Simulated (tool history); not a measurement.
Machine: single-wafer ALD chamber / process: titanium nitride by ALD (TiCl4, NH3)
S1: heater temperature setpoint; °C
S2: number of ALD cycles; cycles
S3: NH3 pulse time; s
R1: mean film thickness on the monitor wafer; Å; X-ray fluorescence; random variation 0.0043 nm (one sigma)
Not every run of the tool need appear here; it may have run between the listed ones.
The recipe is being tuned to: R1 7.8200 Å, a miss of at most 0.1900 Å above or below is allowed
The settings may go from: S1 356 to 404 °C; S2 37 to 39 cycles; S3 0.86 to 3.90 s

run    day   S1  S2    S3      R1
  1  0.000  380  39  2.38  8.7723
  2  0.304  372  39  2.38  8.5761
  3  0.479  369  39  2.28  8.6070
  4  0.546  367  39  2.04  8.3609
  5  0.738  374  39  2.04  8.5291
  6  0.846  368  39  2.04  8.3475
  7  1.092  367  39  1.99  8.3919
  8  1.304  366  39  1.90  8.3563
  9  1.462  365  39  1.82  8.3222

Below are 5 possible settings for the next run. Only one of them brings all results inside the allowed miss of their targets. Which is it?
  A  1.621  362  39  1.93   ?
  B  1.621  364  39  1.96   ?
  C  1.621  367  39  2.33   ?
  D  1.621  378  39  0.98   ?
  E  1.621  364  37  1.31   ?

move      R1
   A  8.3262
   B  8.3805
   C  8.5815
   D  7.7949
   E  7.4899
A: roughly where the last run was
B: misses by more than the last run did
C: misses by more than the last run did
D: hits every target within its allowed miss
E: pushes the last run's worst result past its target
So the answer is move D, the one that meets all the targets.

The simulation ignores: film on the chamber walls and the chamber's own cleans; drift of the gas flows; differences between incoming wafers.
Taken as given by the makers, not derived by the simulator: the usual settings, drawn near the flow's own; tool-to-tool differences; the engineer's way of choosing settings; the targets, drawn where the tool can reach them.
